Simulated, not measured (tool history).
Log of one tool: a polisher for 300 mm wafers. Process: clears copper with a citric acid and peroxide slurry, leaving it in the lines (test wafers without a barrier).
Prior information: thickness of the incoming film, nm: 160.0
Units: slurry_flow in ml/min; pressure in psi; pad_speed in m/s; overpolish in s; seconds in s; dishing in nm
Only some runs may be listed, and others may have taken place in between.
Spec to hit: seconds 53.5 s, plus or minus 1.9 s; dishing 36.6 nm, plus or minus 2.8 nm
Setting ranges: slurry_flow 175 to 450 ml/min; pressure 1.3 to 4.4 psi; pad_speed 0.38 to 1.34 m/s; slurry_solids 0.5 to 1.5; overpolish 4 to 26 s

run,day,slurry_flow,pressure,pad_speed,slurry_solids,overpolish,seconds,dishing
1,0,290,2.8,0.86,1,13,92.432,16.569
2,0.112,235,2.8,0.86,1,13,94.76,16.304
3,0.392,235,2.3,0.86,1,13,116.24,13.671
4,0.471,175,2.3,0.86,1,13,120.89,13.377
5,0.796,175,2.6,0.86,1,13,104.43,14.84
6,1.075,175,3,0.86,1,14,93.499,18.417
7,1.212,195,3.3,0.86,1,14,83.692,19.725
8,1.35,210,3.6,0.88,1,15,73.595,24.038
9,1.467,220,3.8,0.88,1,15,68.9,25.349
10,1.8,230,3.9,0.88,1,15,67.303,26.842
11,1.933,230,4.4,0.94,1,16,55.264,31.778

Which single option among these 5 for the next run brings every result within its allowed miss of target? Just one does.
A,2.067,240,4.3,0.96,0.95,12,?,?
B,2.067,200,4.4,0.98,1.05,21,?,?
C,2.067,355,4.3,1.1,0.6,17,?,?
D,2.067,230,4.4,1.02,0.9,13,?,?
E,2.067,275,4,1.04,1.1,20,?,?

move,seconds,dishing
A,56.615,26.119
B,54.189,45.502
C,54.029,37.662
D,53.199,29.853
E,53.199,44.113
A: the biggest miss grows against the last run
B: carries the result that was furthest off beyond its target, to the other side
C: every result within its allowed miss
D: the biggest miss grows against the last run
E: carries the result that was furthest off beyond its target, to the other side
Move C is the one to make.

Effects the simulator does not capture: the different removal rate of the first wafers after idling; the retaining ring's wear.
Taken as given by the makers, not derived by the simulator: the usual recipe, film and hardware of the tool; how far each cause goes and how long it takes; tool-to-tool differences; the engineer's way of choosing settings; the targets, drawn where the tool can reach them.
